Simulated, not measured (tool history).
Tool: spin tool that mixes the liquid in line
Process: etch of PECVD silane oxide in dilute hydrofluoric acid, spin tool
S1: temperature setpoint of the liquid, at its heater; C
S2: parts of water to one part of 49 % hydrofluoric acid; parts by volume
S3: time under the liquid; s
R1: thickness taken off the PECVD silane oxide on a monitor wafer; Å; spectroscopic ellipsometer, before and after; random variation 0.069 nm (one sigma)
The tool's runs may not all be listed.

run	day	S1	S2	S3	R1
1	0	21	280	285	119.88
2	0.188	23.5	280	285	131.18
3	0.5	24	280	285	132.87
4	0.821	24.5	280	285	136.13
5	0.904	24.5	360	285	97.802
6	0.983	26	360	285	102.68

Forecast run 7:
7	1.054	27	345	285	?

Run 7 gave R1 112.11 Å.
